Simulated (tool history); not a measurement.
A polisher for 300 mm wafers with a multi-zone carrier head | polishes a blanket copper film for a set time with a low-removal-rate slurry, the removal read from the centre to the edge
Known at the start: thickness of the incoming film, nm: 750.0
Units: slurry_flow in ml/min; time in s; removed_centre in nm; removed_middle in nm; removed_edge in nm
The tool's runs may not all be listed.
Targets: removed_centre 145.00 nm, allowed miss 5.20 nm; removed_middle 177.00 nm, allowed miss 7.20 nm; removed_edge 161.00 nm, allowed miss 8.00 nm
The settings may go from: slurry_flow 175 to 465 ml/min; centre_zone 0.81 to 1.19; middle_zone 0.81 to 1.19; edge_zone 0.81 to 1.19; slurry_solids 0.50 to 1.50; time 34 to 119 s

| run | day | slurry_flow | centre_zone | middle_zone | edge_zone | slurry_solids | time | removed_centre | removed_middle | removed_edge |
|---|---|---|---|---|---|---|---|---|---|---|
| 1 | 0.000 | 295 | 1.00 | 1.00 | 1.00 | 1.00 | 76 | 271.80 | 277.10 | 271.68 |
| 2 | 0.329 | 295 | 1.00 | 1.00 | 1.00 | 1.00 | 95 | 340.89 | 339.53 | 351.15 |
| 3 | 0.383 | 290 | 0.98 | 1.00 | 0.99 | 0.95 | 89 | 301.88 | 309.72 | 316.61 |
| 4 | 0.496 | 290 | 0.97 | 1.00 | 0.98 | 0.90 | 84 | 284.03 | 287.42 | 295.06 |
| 5 | 0.679 | 290 | 0.97 | 1.00 | 0.98 | 1.05 | 84 | 294.47 | 298.32 | 294.46 |
| 6 | 0.858 | 290 | 0.89 | 1.00 | 0.98 | 1.05 | 84 | 272.63 | 301.46 | 299.46 |
| 7 | 1.167 | 270 | 0.82 | 1.04 | 0.88 | 0.80 | 62 | 177.16 | 214.67 | 197.57 |
| 8 | 1.329 | 270 | 0.82 | 1.04 | 0.88 | 0.75 | 61 | 173.57 | 210.72 | 192.63 |
| 9 | 1.412 | 265 | 0.82 | 1.04 | 0.88 | 0.70 | 60 | 167.04 | 202.44 | 182.84 |
| 10 | 1.658 | 260 | 0.82 | 1.04 | 0.89 | 0.65 | 59 | 160.03 | 196.20 | 179.78 |
| 11 | 1.850 | 255 | 0.82 | 1.04 | 0.88 | 0.65 | 59 | 157.77 | 189.79 | 172.06 |
| 12 | 2.167 | 250 | 0.82 | 1.04 | 0.88 | 0.65 | 59 | 160.87 | 190.38 | 175.84 |

5 next moves are on the table. One of them brings every result within its allowed miss. Which?
| A | 2.483 | 270 | 1.03 | 1.08 | 0.81 | 0.55 | 56 | ? | ? | ? |
| B | 2.483 | 190 | 0.81 | 0.98 | 0.98 | 0.80 | 56 | ? | ? | ? |
| C | 2.483 | 265 | 1.01 | 1.14 | 0.81 | 0.75 | 59 | ? | ? | ? |
| D | 2.483 | 235 | 1.04 | 1.15 | 0.81 | 0.50 | 58 | ? | ? | ? |
| E | 2.483 | 250 | 0.81 | 1.07 | 0.89 | 0.70 | 53 | ? | ? | ? |

| move | removed_centre | removed_middle | removed_edge |
|---|---|---|---|
| A | 170.95 | 177.05 | 153.84 |
| B | 149.94 | 172.27 | 178.06 |
| C | 191.82 | 210.07 | 175.05 |
| D | 170.65 | 184.43 | 153.22 |
| E | 143.65 | 175.49 | 160.43 |
A: further off than the last run
B: brings the result that was furthest off to its target, and leaves another outside
C: further off than the last run
D: further off than the last run
E: meets every target
Move E is the one to make.

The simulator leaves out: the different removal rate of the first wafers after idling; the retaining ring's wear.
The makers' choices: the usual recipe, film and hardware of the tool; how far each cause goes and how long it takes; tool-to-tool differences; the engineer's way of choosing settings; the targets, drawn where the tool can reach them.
